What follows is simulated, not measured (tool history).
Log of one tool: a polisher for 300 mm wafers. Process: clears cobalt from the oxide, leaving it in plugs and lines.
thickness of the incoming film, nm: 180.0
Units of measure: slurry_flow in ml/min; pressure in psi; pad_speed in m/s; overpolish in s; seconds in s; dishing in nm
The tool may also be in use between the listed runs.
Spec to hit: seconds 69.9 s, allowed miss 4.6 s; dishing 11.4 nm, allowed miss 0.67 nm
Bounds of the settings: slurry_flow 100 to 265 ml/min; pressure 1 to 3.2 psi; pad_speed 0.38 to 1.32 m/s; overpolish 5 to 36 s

run  hour  slurry_flow  pressure  pad_speed  overpolish  seconds  dishing
  1     0          170       2.1       0.84          18   40.528   34.845
  2   7.3          170       2.1       0.84          23   39.736   36.221
  3  12.7          170       2.1       0.84          31   40.379   38.073
  4  20.3          150       2.1       0.84          31   39.878   37.511
  5  27.7          135       1.9       0.76          24   47.875   34.994
  6  28.4          135       1.9       0.66          24   53.139   34.018
  7  30.6          125       1.8       0.58          19   64.016   31.126
  8  37.2          120       1.8       0.52          15    65.36   25.827
  9  44.7          115       1.8       0.48          12   68.865   22.512
 10  51.4          110       1.8       0.46          10    71.88   19.576
 11  56.7          105       1.9       0.44           9   71.321    18.13

4 candidate next runs follow, results not yet known. Just one meets every target within its allowed miss. Identify it.
  A    62          150       1.5       0.56          11        ?        ?
  B    62          100       2.3       0.46           5        ?        ?
  C    62          100       2.1       0.38           5        ?        ?
  D    62          130       2.2       0.46           5        ?        ?

move  seconds  dishing
   A   72.331   20.154
   B   57.979   13.157
   C   69.727   11.314
   D   57.172   13.309
A: lands further from the targets than the last run did
B: moves toward the targets from the last run without getting all of them in spec
C: every result within its allowed miss
D: moves toward the targets from the last run without getting all of them in spec
C meets every target.
